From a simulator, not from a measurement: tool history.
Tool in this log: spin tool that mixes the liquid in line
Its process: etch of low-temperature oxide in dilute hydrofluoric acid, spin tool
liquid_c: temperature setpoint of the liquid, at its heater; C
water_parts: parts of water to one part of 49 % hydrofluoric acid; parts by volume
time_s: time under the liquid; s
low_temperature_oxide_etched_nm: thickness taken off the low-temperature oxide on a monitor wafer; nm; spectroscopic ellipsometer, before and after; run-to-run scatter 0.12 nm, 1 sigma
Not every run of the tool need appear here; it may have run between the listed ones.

run,day,liquid_c,water_parts,time_s,low_temperature_oxide_etched_nm
1,0,21,50,15,6.1929
2,0.271,21,50,15,6.226
3,0.504,23.5,45,15,7.7198
4,0.796,23.5,30,15,11.491
5,0.921,22,30,15,10.957
6,1.104,19,30,15,9.6693
7,1.225,21.5,30,15,10.779
8,1.517,23,30,15,11.338
9,1.621,24.5,30,15,12.191

Run 10 is up next; what results do you expect?
10,1.867,25,30,15,?

low_temperature_oxide_etched_nm: 12.53 nm
